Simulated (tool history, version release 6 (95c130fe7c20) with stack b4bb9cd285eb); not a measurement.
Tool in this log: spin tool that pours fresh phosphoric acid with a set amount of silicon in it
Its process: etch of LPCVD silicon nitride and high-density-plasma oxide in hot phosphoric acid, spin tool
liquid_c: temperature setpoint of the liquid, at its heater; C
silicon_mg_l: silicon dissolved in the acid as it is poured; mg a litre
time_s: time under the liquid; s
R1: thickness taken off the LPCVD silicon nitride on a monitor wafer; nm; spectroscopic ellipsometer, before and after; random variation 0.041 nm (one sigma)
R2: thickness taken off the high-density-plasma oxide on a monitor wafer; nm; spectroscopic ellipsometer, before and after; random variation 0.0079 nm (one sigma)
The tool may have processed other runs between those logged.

run 1 hour=0.0 | liquid_c=161.0 silicon_mg_l=26.0 time_s=180 | R1=13.9150 R2=0.393960
run 2 hour=7.5 | liquid_c=161.0 silicon_mg_l=26.0 time_s=235 | R1=18.4710 R2=0.437610
run 3 hour=14.5 | liquid_c=159.5 silicon_mg_l=34.0 time_s=160 | R1=11.7750 R2=0.180500
run 4 hour=15.7 | liquid_c=161.0 silicon_mg_l=34.0 time_s=160 | R1=12.7430 R2=0.205770
run 5 hour=16.5 | liquid_c=161.0 silicon_mg_l=34.0 time_s=200 | R1=15.7220 R2=0.296550
run 6 hour=19.8 | liquid_c=159.5 silicon_mg_l=25.5 time_s=140 | R1=10.4270 R2=0.243240
run 7 hour=20.9 | liquid_c=158.5 silicon_mg_l=23.0 time_s=100 | R1=7.2094 R2=0.193290
run 8 hour=27.4 | liquid_c=158.0 silicon_mg_l=25.5 time_s=75 | R1=5.2820 R2=0.131070
run 9 hour=33.3 | liquid_c=157.5 silicon_mg_l=28.0 time_s=70 | R1=4.8560 R2=0.100630
run 10 hour=38.0 | liquid_c=157.0 silicon_mg_l=29.0 time_s=70 | R1=4.7946 R2=0.085864
run 11 hour=43.2 | liquid_c=156.5 silicon_mg_l=30.0 time_s=45 | R1=3.0749 R2=0.051823
run 12 hour=47.2 | liquid_c=157.0 silicon_mg_l=31.0 time_s=50 | R1=3.4340 R2=0.059018

Predict the results of run 13:
run 13 hour=53.7 | liquid_c=157.5 silicon_mg_l=31.5 time_s=55 | R1=? R2=?

{"run 13": {"R1": 3.8239, "R2": 0.075895}}
